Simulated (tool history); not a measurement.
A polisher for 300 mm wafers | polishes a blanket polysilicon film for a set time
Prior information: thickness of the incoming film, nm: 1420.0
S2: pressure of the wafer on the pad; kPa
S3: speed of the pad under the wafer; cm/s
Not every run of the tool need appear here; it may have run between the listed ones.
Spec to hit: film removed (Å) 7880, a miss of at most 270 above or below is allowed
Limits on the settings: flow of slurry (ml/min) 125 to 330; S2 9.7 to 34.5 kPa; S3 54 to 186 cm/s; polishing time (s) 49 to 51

Run 1, day 0: flow of slurry (ml/min) 210, S2 22.1 kPa, S3 118 cm/s, polishing time (s) 49. Result: film removed (Å) 5900.
Run 2, day 0.225: flow of slurry (ml/min) 210, S2 22.1 kPa, S3 118 cm/s, polishing time (s) 51. Result: film removed (Å) 6106.3.
Run 3, day 0.554: flow of slurry (ml/min) 255, S2 22.1 kPa, S3 118 cm/s, polishing time (s) 51. Result: film removed (Å) 6253.2.
Run 4, day 0.742: flow of slurry (ml/min) 255, S2 22.1 kPa, S3 106 cm/s, polishing time (s) 51. Result: film removed (Å) 5705.6.
Run 5, day 0.842: flow of slurry (ml/min) 255, S2 22.1 kPa, S3 106 cm/s, polishing time (s) 49. Result: film removed (Å) 5396.2.
Run 6, day 1.004: flow of slurry (ml/min) 255, S2 22.1 kPa, S3 106 cm/s, polishing time (s) 51. Result: film removed (Å) 5684.8.
Run 7, day 1.317: flow of slurry (ml/min) 255, S2 24.1 kPa, S3 106 cm/s, polishing time (s) 51. Result: film removed (Å) 6023.6.
Run 8, day 1.388: flow of slurry (ml/min) 255, S2 26.2 kPa, S3 106 cm/s, polishing time (s) 51. Result: film removed (Å) 6380.8.
Run 9, day 1.604: flow of slurry (ml/min) 255, S2 28.3 kPa, S3 106 cm/s, polishing time (s) 51. Result: film removed (Å) 6666.7.
Run 10, day 1.95: flow of slurry (ml/min) 255, S2 29.6 kPa, S3 106 cm/s, polishing time (s) 51. Result: film removed (Å) 6942.3.
Run 11, day 2.188: flow of slurry (ml/min) 265, S2 33.1 kPa, S3 106 cm/s, polishing time (s) 51. Result: film removed (Å) 7491.3.
Run 12, day 2.233: flow of slurry (ml/min) 265, S2 33.8 kPa, S3 106 cm/s, polishing time (s) 51. Result: film removed (Å) 7595.3.

Next run, 4 choices. One meets every target within its allowed miss, the rest don't. Which?
Run A, day 2.279: flow of slurry (ml/min) 225, S2 29 kPa, S3 122 cm/s, polishing time (s) 49. Result: film removed (Å) ?.
Run B, day 2.279: flow of slurry (ml/min) 260, S2 33.8 kPa, S3 114 cm/s, polishing time (s) 49. Result: film removed (Å) ?.
Run C, day 2.279: flow of slurry (ml/min) 275, S2 30.3 kPa, S3 110 cm/s, polishing time (s) 50. Result: film removed (Å) ?.
Run D, day 2.279: flow of slurry (ml/min) 235, S2 33.1 kPa, S3 106 cm/s, polishing time (s) 51. Result: film removed (Å) ?.

move  film removed (Å)
   A            7471.6
   B            7887.9
   C            7254.6
   D            7468.6
A: further off than the last run
B: hits every target within its allowed miss
C: further off than the last run
D: further off than the last run
Go with B: it meets all targets.
